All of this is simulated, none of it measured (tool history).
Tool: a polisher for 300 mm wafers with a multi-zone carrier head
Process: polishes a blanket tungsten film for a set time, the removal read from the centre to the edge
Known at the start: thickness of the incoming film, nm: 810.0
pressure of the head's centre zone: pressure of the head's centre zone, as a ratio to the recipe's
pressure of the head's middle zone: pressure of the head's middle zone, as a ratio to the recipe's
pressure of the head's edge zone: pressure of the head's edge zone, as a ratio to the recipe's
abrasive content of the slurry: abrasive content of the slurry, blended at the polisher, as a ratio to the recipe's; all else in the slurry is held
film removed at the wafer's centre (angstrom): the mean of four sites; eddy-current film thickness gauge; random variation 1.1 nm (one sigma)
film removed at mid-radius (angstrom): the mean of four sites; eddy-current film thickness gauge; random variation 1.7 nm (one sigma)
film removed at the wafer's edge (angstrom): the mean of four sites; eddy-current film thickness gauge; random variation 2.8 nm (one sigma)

| run | hour | flow of slurry (ml/min) | pressure of the head's centre zone | pressure of the head's middle zone | pressure of the head's edge zone | abrasive content of the slurry | polishing time (s) | film removed at the wafer's centre (angstrom) | film removed at mid-radius (angstrom) | film removed at the wafer's edge (angstrom) |
|---|---|---|---|---|---|---|---|---|---|---|
| 1 | 0 | 210 | 1 | 1 | 1 | 1 | 30 | 1532.5 | 1540.8 | 1509.5 |
| 2 | 1.3 | 215 | 0.98 | 1 | 1.03 | 1.1 | 30 | 1523.2 | 1553.1 | 1574.9 |
| 3 | 3.3 | 215 | 0.98 | 0.95 | 1.03 | 1.1 | 30 | 1520.1 | 1491.8 | 1558.5 |
| 4 | 8.6 | 220 | 0.97 | 0.97 | 1.06 | 1.15 | 30 | 1551.5 | 1546.6 | 1601.2 |
| 5 | 9.9 | 220 | 0.97 | 0.93 | 1.06 | 1.15 | 30 | 1555.4 | 1499.6 | 1643.8 |
| 6 | 10.5 | 220 | 1.06 | 0.93 | 1.06 | 1.15 | 30 | 1703 | 1505.2 | 1604 |
| 7 | 18.3 | 225 | 1.03 | 0.95 | 1.08 | 1.2 | 30 | 1656.8 | 1555.1 | 1621.9 |

Run 8 comes next. What will it give?
| 8 | 20 | 225 | 1.03 | 0.95 | 1.08 | 1.2 | 30 | ? | ? | ? |

film removed at the wafer's centre (angstrom): 1655.6
film removed at mid-radius (angstrom): 1539
film removed at the wafer's edge (angstrom): 1604

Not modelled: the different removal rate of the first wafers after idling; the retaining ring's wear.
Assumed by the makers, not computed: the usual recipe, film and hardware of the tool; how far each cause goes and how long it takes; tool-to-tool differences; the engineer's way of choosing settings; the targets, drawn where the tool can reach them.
